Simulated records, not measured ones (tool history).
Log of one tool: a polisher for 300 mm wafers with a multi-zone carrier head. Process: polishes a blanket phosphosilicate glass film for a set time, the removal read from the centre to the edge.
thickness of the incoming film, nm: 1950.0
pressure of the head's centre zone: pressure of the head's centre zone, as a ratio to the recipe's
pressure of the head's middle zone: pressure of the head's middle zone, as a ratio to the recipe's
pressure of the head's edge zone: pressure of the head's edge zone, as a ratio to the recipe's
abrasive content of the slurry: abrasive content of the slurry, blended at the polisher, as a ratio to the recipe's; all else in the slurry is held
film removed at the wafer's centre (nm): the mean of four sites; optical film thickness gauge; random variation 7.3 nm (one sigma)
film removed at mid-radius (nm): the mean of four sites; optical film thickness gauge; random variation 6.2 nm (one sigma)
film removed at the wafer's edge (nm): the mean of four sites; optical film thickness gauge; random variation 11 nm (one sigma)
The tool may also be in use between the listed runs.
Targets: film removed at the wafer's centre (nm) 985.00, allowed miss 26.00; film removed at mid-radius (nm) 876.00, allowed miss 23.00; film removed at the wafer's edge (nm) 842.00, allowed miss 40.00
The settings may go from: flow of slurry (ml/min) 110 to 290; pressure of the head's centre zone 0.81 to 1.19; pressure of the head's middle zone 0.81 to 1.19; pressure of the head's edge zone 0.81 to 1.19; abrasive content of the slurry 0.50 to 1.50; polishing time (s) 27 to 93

run,hour,flow of slurry (ml/min),pressure of the head's centre zone,pressure of the head's middle zone,pressure of the head's edge zone,abrasive content of the slurry,polishing time (s),film removed at the wafer's centre (nm),film removed at mid-radius (nm),film removed at the wafer's edge (nm)
1,0.0,185,1.00,1.00,1.00,1.00,59,549.73,623.63,616.46
2,3.6,195,1.02,1.00,0.99,1.05,59,582.73,636.28,626.37
3,8.7,195,1.06,1.00,0.99,1.05,59,597.84,642.83,638.25
4,9.3,205,1.08,0.99,0.97,1.10,60,646.85,658.80,658.43
# hour 15.4: centre zone pressure recalibrated
5,15.4,205,1.08,0.95,0.97,1.10,60,704.20,633.13,668.28
6,18.8,245,1.08,0.95,0.97,1.10,60,714.29,653.01,655.59
7,26.5,250,1.09,0.96,0.97,1.15,60,734.84,677.06,665.30
8,31.2,250,1.10,0.96,0.98,1.20,60,750.94,677.33,712.74
9,39.8,250,1.10,0.96,0.98,1.20,60,750.88,681.12,709.92
10,47.9,255,1.11,0.97,0.97,1.25,61,795.44,716.58,716.72
11,55.8,255,1.12,0.98,0.97,1.30,61,809.52,729.32,743.78
12,63.7,255,1.12,0.98,0.97,1.30,61,811.66,738.33,732.32
13,64.3,255,1.13,0.98,0.97,1.30,61,811.67,731.49,730.44
14,67.2,260,1.14,0.98,0.97,1.30,62,835.11,750.13,741.14
15,71.3,270,1.16,0.99,0.97,1.40,64,926.59,800.49,794.46
16,73.4,270,1.16,1.00,0.97,1.40,64,894.46,803.13,783.51

4 next moves are on the table. One of them brings every result within its allowed miss. Which?
A,75.5,245,1.17,1.02,1.04,1.50,71,?,?,?
B,75.5,290,1.18,0.94,0.85,1.35,73,?,?,?
C,75.5,290,1.18,0.93,0.82,1.45,72,?,?,?
D,75.5,290,1.12,0.96,0.88,0.95,84,?,?,?

move,film removed at the wafer's centre (nm),film removed at mid-radius (nm),film removed at the wafer's edge (nm)
A,1040.40,933.87,927.07
B,1055.10,875.79,844.50
C,1069.40,879.84,842.61
D,987.16,879.05,845.50
A: takes the result that was furthest off past its target
B: takes the result that was furthest off past its target
C: takes the result that was furthest off past its target
D: meets every target
The right move is D.

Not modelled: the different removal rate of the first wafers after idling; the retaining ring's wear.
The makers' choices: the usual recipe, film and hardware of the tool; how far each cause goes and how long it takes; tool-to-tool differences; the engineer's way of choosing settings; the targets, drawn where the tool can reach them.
